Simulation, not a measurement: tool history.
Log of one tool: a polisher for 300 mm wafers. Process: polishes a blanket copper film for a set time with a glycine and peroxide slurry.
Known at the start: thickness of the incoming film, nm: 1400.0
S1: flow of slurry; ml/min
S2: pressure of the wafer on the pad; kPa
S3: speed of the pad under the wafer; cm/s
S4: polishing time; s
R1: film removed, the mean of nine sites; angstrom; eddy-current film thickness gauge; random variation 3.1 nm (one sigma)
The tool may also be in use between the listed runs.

Run 1, hour 0: S1 195 ml/min, S2 18.6 kPa, S3 94 cm/s, S4 76 s. Result: R1 4521.8 angstrom.
Run 2, hour 2.9: S1 195 ml/min, S2 22.8 kPa, S3 94 cm/s, S4 76 s. Result: R1 5320 angstrom.
Run 3, hour 6.7: S1 190 ml/min, S2 19.3 kPa, S3 92 cm/s, S4 76 s. Result: R1 4599 angstrom.
Run 4, hour 9.7: S1 190 ml/min, S2 19.3 kPa, S3 92 cm/s, S4 79 s. Result: R1 4728.6 angstrom.
Run 5, hour 13.5: S1 190 ml/min, S2 23.4 kPa, S3 92 cm/s, S4 79 s. Result: R1 5498 angstrom.
Run 6, hour 17.4: S1 180 ml/min, S2 19.3 kPa, S3 90 cm/s, S4 79 s. Result: R1 4639.7 angstrom.
Run 7, hour 18.3: S1 175 ml/min, S2 16.5 kPa, S3 90 cm/s, S4 79 s. Result: R1 4143.1 angstrom.

Run 8 comes next. What will it give?
Run 8, hour 20.4: S1 170 ml/min, S2 15.2 kPa, S3 90 cm/s, S4 79 s. Result: R1 ?.

{"run 8": {"R1": 3941.1}}
